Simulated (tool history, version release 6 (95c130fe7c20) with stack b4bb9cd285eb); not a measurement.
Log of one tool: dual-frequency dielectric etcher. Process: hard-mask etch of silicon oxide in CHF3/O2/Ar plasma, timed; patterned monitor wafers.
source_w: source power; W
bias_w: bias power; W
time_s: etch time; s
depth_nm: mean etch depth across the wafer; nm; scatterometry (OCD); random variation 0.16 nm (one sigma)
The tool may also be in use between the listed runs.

{"run": 1, "hour": 0.0, "source_w": 750, "bias_w": 235, "time_s": 26, "depth_nm": 58.331}
{"run": 2, "hour": 4.6, "source_w": 710, "bias_w": 230, "time_s": 26, "depth_nm": 56.272}
{"run": 3, "hour": 8.6, "source_w": 600, "bias_w": 230, "time_s": 26, "depth_nm": 52.437}
{"run": 4, "hour": 13.4, "source_w": 550, "bias_w": 230, "time_s": 26, "depth_nm": 50.231}
{"run": 5, "hour": 14.6, "source_w": 540, "bias_w": 230, "time_s": 26, "depth_nm": 49.758}
{"run": 6, "hour": 15.5, "source_w": 600, "bias_w": 230, "time_s": 26, "depth_nm": 52.525}

The next listed run, before its measurement:
{"run": 7, "hour": 24.3, "source_w": 590, "bias_w": 229, "time_s": 26, "depth_nm": "?"}

{"run 7": {"depth_nm": 51.869}}

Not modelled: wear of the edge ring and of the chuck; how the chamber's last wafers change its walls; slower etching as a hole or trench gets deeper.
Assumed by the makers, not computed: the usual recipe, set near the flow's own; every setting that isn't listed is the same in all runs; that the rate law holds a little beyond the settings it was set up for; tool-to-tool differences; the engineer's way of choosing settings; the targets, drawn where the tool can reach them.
